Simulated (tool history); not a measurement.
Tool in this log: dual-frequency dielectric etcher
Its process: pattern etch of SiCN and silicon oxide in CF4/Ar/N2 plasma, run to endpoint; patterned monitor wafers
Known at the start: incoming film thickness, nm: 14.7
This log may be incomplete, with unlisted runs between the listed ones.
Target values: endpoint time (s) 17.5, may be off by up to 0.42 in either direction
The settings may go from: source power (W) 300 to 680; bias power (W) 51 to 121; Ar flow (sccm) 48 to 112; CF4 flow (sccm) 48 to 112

Run 1, hour 0: source power (W) 490, bias power (W) 86, Ar flow (sccm) 80, CF4 flow (sccm) 80. Result: endpoint time (s) 13.461.
Run 2, hour 8.9: source power (W) 470, bias power (W) 86, Ar flow (sccm) 80, CF4 flow (sccm) 80. Result: endpoint time (s) 14.12.
Run 3, hour 15: source power (W) 420, bias power (W) 86, Ar flow (sccm) 80, CF4 flow (sccm) 80. Result: endpoint time (s) 15.891.
Run 4, hour 22.4: source power (W) 400, bias power (W) 86, Ar flow (sccm) 80, CF4 flow (sccm) 80. Result: endpoint time (s) 16.938.
Run 5, hour 29.1: source power (W) 400, bias power (W) 99, Ar flow (sccm) 80, CF4 flow (sccm) 80. Result: endpoint time (s) 16.318.
Run 6, hour 34: source power (W) 470, bias power (W) 99, Ar flow (sccm) 80, CF4 flow (sccm) 80. Result: endpoint time (s) 13.512.
Run 7, hour 41.9: source power (W) 460, bias power (W) 99, Ar flow (sccm) 80, CF4 flow (sccm) 80. Result: endpoint time (s) 13.833.
Run 8, hour 43: source power (W) 450, bias power (W) 99, Ar flow (sccm) 80, CF4 flow (sccm) 80. Result: endpoint time (s) 14.171.
Run 9, hour 44.9: source power (W) 450, bias power (W) 99, Ar flow (sccm) 80, CF4 flow (sccm) 80. Result: endpoint time (s) 14.218.
Run 10, hour 51.5: source power (W) 440, bias power (W) 99, Ar flow (sccm) 80, CF4 flow (sccm) 80. Result: endpoint time (s) 14.701.
Run 11, hour 52.1: source power (W) 340, bias power (W) 97, Ar flow (sccm) 80, CF4 flow (sccm) 80. Result: endpoint time (s) 20.201.
Run 12, hour 56.8: source power (W) 400, bias power (W) 98, Ar flow (sccm) 80, CF4 flow (sccm) 80. Result: endpoint time (s) 16.234.

Below are 5 possible settings for the next run. Only one of them brings all results inside the allowed miss of their targets. Which is it?
Run A, hour 61.5: source power (W) 360, bias power (W) 103, Ar flow (sccm) 77, CF4 flow (sccm) 80. Result: endpoint time (s) ?.
Run B, hour 61.5: source power (W) 390, bias power (W) 118, Ar flow (sccm) 80, CF4 flow (sccm) 85. Result: endpoint time (s) ?.
Run C, hour 61.5: source power (W) 400, bias power (W) 115, Ar flow (sccm) 70, CF4 flow (sccm) 80. Result: endpoint time (s) ?.
Run D, hour 61.5: source power (W) 440, bias power (W) 116, Ar flow (sccm) 84, CF4 flow (sccm) 63. Result: endpoint time (s) ?.
Run E, hour 61.5: source power (W) 370, bias power (W) 114, Ar flow (sccm) 76, CF4 flow (sccm) 67. Result: endpoint time (s) ?.

move  endpoint time (s)
   A             18.206
   B             15.747
   C             15.305
   D             14.599
   E             17.557
A: carries the result that was furthest off beyond its target, to the other side
B: further off than the last run
C: further off than the last run
D: further off than the last run
E: hits every target within its allowed miss
Move E is the one to make.
